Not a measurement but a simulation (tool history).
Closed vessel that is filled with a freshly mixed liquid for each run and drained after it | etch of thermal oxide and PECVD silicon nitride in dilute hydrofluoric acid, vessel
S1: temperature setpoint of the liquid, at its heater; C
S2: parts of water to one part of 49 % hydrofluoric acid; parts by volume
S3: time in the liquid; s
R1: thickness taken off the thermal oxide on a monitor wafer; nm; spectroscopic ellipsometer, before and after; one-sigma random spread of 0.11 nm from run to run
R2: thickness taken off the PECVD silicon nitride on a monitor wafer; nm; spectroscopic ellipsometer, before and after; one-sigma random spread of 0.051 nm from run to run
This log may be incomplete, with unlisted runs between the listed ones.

| run | day | S1 | S2 | S3 | R1 | R2 |
|---|---|---|---|---|---|---|
| 1 | 0.000 | 22.0 | 240 | 1735 | 29.519 | 27.962 |
| 2 | 0.108 | 25.5 | 240 | 1735 | 33.436 | 34.801 |
| 3 | 0.442 | 25.5 | 240 | 2415 | 46.328 | 48.382 |
| 4 | 0.488 | 24.0 | 255 | 2225 | 37.228 | 37.865 |
|  | 0.642 | thermometer replaced |
| 5 | 0.642 | 22.5 | 265 | 2065 | 29.166 | 27.842 |
| 6 | 0.883 | 21.5 | 275 | 2050 | 26.908 | 25.024 |
| 7 | 1.038 | 20.5 | 285 | 2030 | 24.688 | 22.372 |
| 8 | 1.283 | 20.0 | 295 | 2005 | 22.785 | 20.735 |

For run 9, what comes out?
| 9 | 1.421 | 17.0 | 285 | 1380 | ? | ? |

{"run 9": {"R1": 14.6, "R2": 12.163}}
